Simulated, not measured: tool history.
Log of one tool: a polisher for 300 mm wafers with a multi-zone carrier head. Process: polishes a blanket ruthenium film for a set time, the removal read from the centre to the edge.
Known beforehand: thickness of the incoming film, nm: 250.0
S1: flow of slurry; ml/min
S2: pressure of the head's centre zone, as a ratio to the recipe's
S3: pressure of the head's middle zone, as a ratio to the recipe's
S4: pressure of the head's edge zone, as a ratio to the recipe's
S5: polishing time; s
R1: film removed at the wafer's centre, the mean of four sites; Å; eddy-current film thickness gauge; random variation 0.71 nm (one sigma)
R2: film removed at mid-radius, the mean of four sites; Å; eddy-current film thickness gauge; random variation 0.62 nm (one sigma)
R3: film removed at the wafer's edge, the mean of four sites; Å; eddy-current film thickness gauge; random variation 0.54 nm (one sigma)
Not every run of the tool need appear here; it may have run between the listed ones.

| run | hour | S1 | S2 | S3 | S4 | S5 | R1 | R2 | R3 |
|---|---|---|---|---|---|---|---|---|---|
| 1 | 0 | 130 | 1 | 1 | 1 | 46 | 422.53 | 400.76 | 409.43 |
| 2 | 3.4 | 135 | 1.01 | 1 | 1.02 | 48 | 444.63 | 425.45 | 443.06 |
| 3 | 11.5 | 140 | 1.03 | 1 | 1.02 | 49 | 458.43 | 433.08 | 447.41 |
| 4 | 12.5 | 140 | 1.03 | 1.06 | 1.02 | 49 | 450.4 | 462.34 | 456.05 |
| 5 | 13.5 | 145 | 1.05 | 1.05 | 1.03 | 50 | 489.98 | 472.56 | 454.61 |
| 6 | 20.4 | 145 | 1.05 | 1.04 | 1.04 | 51 | 487.08 | 470.25 | 473.5 |
| 7 | 21.6 | 150 | 1.06 | 1.04 | 1.05 | 52 | 509.29 | 484.5 | 479.88 |
| 8 | 22.4 | 150 | 1.07 | 1.03 | 1.06 | 53 | 528.15 | 484.71 | 503.15 |

Run 9 has not been measured yet. What should we expect?
| 9 | 26.4 | 185 | 1.17 | 1.08 | 1.16 | 57 | ? | ? | ? |

{"run 9": {"R1": 641.11, "R2": 559.22, "R3": 573.95}}

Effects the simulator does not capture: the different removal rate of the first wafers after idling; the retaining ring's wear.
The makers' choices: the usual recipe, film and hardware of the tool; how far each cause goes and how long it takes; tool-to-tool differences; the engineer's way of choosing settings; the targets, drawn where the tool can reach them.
